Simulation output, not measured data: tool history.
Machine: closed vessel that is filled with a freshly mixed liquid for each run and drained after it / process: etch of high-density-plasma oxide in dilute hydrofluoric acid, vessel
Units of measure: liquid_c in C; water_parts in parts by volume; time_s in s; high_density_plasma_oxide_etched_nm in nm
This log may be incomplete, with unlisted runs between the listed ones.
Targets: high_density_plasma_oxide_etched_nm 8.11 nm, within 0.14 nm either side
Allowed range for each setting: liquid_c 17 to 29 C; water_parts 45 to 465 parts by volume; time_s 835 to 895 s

run  hour  liquid_c  water_parts  time_s  high_density_plasma_oxide_etched_nm
  1     0        21          255     835                               13.463
  2   9.2        21          185     835                               19.762
  3  17.4        20          215     835                               15.845
  4  20.1      19.5          235     835                               13.939
  5  25.2      19.5          235     835                                13.96
  6  28.8      19.5          295     835                               10.593
  7  34.4        19          300     835                               10.167
  8  40.8      18.5          305     835                               9.8015
  9  47.8        18          310     835                               9.3845
 10  57.2        18          310     835                               9.3762
 11  66.2        18          315     835                               9.1774
 12  72.4        18          315     835                               9.2261
 13  76.3        18          320     835                               9.0719
 14    79        18          325     835                               8.8542
 15  87.9      17.5          330     835                               8.5412

Exercise: of the 5 proposed moves below, exactly one satisfies all targets within the stated allowed misses. Which move is it?
  A  96.8        17          355     840                                    ?
  B  96.8        17          340     845                                    ?
  C  96.8        17          325     865                                    ?
  D  96.8        17          315     895                                    ?
  E  96.8        20          400     880                                    ?

move  high_density_plasma_oxide_etched_nm
   A                               7.7075
   B                                8.189
   C                               8.8722
   D                               9.5453
   E                                7.715
A: takes the result that was furthest off past its target
B: hits every target within its allowed miss
C: the biggest miss grows against the last run
D: the biggest miss grows against the last run
E: takes the result that was furthest off past its target
B is the move that brings every result within its allowed miss.
